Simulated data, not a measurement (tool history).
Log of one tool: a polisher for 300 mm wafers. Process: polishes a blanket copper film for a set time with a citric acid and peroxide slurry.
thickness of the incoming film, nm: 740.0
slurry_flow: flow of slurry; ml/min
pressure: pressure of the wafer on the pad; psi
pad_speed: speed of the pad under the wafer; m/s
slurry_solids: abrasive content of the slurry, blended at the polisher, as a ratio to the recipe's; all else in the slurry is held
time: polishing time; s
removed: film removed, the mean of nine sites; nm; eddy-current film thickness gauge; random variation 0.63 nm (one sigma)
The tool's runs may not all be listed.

| run | hour | slurry_flow | pressure | pad_speed | slurry_solids | time | removed |
|---|---|---|---|---|---|---|---|
| 1 | 0.0 | 205 | 3.8 | 0.78 | 1.00 | 35 | 77.509 |
| 2 | 2.0 | 205 | 3.7 | 0.78 | 1.00 | 35 | 75.302 |
| 3 | 8.0 | 205 | 3.6 | 0.78 | 1.00 | 35 | 72.353 |
| 4 | 10.5 | 205 | 3.6 | 0.92 | 1.00 | 35 | 83.653 |
| 5 | 14.1 | 205 | 3.4 | 0.92 | 1.00 | 35 | 78.678 |
| 6 | 15.2 | 205 | 3.4 | 0.92 | 0.85 | 35 | 75.923 |

Run 7 comes next. What will it give?
| 7 | 23.2 | 205 | 3.3 | 0.92 | 0.85 | 35 | ? |

Run 7 gave removed 75.007 nm.
